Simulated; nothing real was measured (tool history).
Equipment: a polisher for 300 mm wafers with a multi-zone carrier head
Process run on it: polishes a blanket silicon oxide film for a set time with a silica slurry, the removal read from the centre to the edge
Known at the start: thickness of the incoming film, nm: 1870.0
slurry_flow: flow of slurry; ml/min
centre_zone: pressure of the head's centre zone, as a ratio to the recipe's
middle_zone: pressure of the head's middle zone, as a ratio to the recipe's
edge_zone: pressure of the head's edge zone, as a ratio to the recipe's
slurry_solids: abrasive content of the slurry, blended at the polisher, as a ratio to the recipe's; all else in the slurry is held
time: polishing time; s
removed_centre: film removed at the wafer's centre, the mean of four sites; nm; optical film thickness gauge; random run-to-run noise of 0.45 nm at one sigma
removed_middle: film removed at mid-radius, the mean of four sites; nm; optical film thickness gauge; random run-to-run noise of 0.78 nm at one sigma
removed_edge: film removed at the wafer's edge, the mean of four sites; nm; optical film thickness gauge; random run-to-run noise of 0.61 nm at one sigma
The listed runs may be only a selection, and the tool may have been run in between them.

run  hour  slurry_flow  centre_zone  middle_zone  edge_zone  slurry_solids  time  removed_centre  removed_middle  removed_edge
  1   0.0          160         1.00         1.00       1.00           1.00    50         116.270         117.610       115.540
  2   5.3          155         0.98         0.99       0.97           0.90    48          99.962         105.140        99.534
  3   8.5          155         0.98         0.99       1.01           0.90    48         100.840         101.690       103.020
  4  12.9          155         0.98         0.99       1.01           0.70    48          80.142          80.274        80.186
  5  19.6          185         0.98         0.99       1.01           0.70    48          82.630          83.557        82.203
  6  22.7          185         0.98         0.99       1.09           0.70    48          82.061          83.240        85.893
  7  24.2          185         0.96         0.98       1.04           0.65    48          74.199          76.683        76.002

Run 8, settings as shown, results not yet in. Your forecast:
  8  32.2          140         0.94         0.97       0.96           0.70    48               ?               ?             ?

{"run 8": {"removed_centre": 74.324, "removed_middle": 78.347, "removed_edge": 76.858}}
